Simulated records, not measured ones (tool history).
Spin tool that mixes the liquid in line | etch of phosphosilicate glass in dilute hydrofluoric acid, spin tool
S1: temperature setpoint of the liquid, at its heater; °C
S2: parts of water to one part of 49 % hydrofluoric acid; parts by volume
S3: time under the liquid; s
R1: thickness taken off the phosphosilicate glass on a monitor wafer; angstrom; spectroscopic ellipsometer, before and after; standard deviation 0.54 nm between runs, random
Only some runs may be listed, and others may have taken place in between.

| run | hour | S1 | S2 | S3 | R1 |
|---|---|---|---|---|---|
| 1 | 0 | 24 | 165 | 70 | 711.92 |
| 2 | 6 | 25.5 | 165 | 70 | 773.22 |
| 3 | 13.6 | 23 | 165 | 70 | 700.31 |
| 4 | 19.7 | 21 | 170 | 70 | 622.95 |
| 5 | 24.7 | 23 | 170 | 70 | 664.86 |
| 6 | 27.4 | 23 | 135 | 70 | 876.3 |

What does the tool deliver on the next run?
| 7 | 34.5 | 21 | 145 | 70 | ? |

Run 7 came out at R1 740.95 angstrom.
